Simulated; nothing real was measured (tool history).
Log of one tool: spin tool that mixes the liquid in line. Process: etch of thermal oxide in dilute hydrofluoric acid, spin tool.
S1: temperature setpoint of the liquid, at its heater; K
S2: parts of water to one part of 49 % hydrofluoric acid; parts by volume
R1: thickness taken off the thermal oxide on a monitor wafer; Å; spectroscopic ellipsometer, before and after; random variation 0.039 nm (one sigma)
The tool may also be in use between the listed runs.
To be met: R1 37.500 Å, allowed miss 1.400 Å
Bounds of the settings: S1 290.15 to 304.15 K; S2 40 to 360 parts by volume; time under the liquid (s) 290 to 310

Run 1, hour 0.0: S1 296.15 K, S2 200 parts by volume, time under the liquid (s) 290. Result: R1 60.028 Å.
Run 2, hour 2.4: S1 296.15 K, S2 130 parts by volume, time under the liquid (s) 290. Result: R1 100.650 Å.
Run 3, hour 5.2: S1 295.15 K, S2 155 parts by volume, time under the liquid (s) 290. Result: R1 78.612 Å.
Run 4, hour 12.0: S1 295.15 K, S2 155 parts by volume, time under the liquid (s) 310. Result: R1 83.531 Å.
Run 5, hour 16.0: S1 294.15 K, S2 170 parts by volume, time under the liquid (s) 310. Result: R1 71.542 Å.
Run 6, hour 22.7: S1 296.65 K, S2 170 parts by volume, time under the liquid (s) 310. Result: R1 79.649 Å.
Run 7, hour 25.4: S1 295.65 K, S2 185 parts by volume, time under the liquid (s) 310. Result: R1 69.247 Å.
Run 8, hour 33.7: S1 294.65 K, S2 195 parts by volume, time under the liquid (s) 310. Result: R1 62.526 Å.
Run 9, hour 34.8: S1 293.65 K, S2 205 parts by volume, time under the liquid (s) 310. Result: R1 57.179 Å.
Run 10, hour 36.2: S1 293.15 K, S2 215 parts by volume, time under the liquid (s) 310. Result: R1 52.401 Å.
Run 11, hour 39.1: S1 292.65 K, S2 225 parts by volume, time under the liquid (s) 310. Result: R1 48.569 Å.
Run 12, hour 43.3: S1 292.15 K, S2 230 parts by volume, time under the liquid (s) 310. Result: R1 45.917 Å.

Which of these 5 next moves meets every target?
Run A, hour 47.5: S1 290.65 K, S2 240 parts by volume, time under the liquid (s) 310. Result: R1 ?.
Run B, hour 47.5: S1 292.65 K, S2 245 parts by volume, time under the liquid (s) 290. Result: R1 ?.
Run C, hour 47.5: S1 292.65 K, S2 260 parts by volume, time under the liquid (s) 290. Result: R1 ?.
Run D, hour 47.5: S1 296.65 K, S2 225 parts by volume, time under the liquid (s) 310. Result: R1 ?.
Run E, hour 47.5: S1 293.15 K, S2 280 parts by volume, time under the liquid (s) 290. Result: R1 ?.

move      R1
   A  40.668
   B  40.055
   C  37.226
   D  55.175
   E  34.581
A: nearer than the last run, and not there yet
B: nearer than the last run, and not there yet
C: meets every target
D: further off than the last run
E: takes the result that was furthest off past its target
Answer: C

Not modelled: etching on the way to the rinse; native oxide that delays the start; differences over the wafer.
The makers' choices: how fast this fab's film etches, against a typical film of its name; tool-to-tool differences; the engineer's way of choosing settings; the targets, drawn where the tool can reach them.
